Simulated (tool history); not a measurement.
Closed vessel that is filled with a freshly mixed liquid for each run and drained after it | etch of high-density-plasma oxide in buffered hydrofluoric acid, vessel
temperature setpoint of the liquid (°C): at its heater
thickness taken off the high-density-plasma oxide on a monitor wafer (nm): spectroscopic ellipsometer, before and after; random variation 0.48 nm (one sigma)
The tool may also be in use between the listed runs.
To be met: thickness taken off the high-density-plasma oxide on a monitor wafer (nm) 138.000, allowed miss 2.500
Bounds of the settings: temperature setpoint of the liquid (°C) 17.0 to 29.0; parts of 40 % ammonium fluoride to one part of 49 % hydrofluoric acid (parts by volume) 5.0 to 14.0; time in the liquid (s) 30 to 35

| run | hour | temperature setpoint of the liquid (°C) | parts of 40 % ammonium fluoride to one part of 49 % hydrofluoric acid (parts by volume) | time in the liquid (s) | thickness taken off the high-density-plasma oxide on a monitor wafer (nm) |
|---|---|---|---|---|---|
| 1 | 0.0 | 21.0 | 8.5 | 35 | 94.217 |
| 2 | 5.2 | 19.5 | 8.5 | 35 | 86.120 |
| 3 | 9.6 | 21.0 | 8.5 | 35 | 93.796 |
| 4 | 11.9 | 19.5 | 8.5 | 35 | 86.193 |
| 5 | 19.6 | 19.5 | 8.5 | 35 | 86.588 |
| 6 | 24.2 | 19.5 | 8.5 | 30 | 73.832 |
| 7 | 28.7 | 21.5 | 8.5 | 30 | 82.740 |
| 8 | 30.5 | 23.0 | 8.0 | 30 | 96.149 |
| 9 | 34.4 | 24.5 | 8.0 | 30 | 104.190 |

4 next moves are on the table. One of them brings every result within its allowed miss. Which?
| A | 38.3 | 28.0 | 7.0 | 30 | ? |
| B | 38.3 | 29.0 | 9.5 | 35 | ? |
| C | 38.3 | 25.5 | 7.5 | 35 | ? |
| D | 38.3 | 25.0 | 7.5 | 35 | ? |

| move | thickness taken off the high-density-plasma oxide on a monitor wafer (nm) |
|---|---|
| A | 145.760 |
| B | 132.080 |
| C | 138.110 |
| D | 134.430 |
A: takes the result that was furthest off past its target
B: nearer than the last run, and not there yet
C: meets every target
D: nearer than the last run, and not there yet
The right move is C.
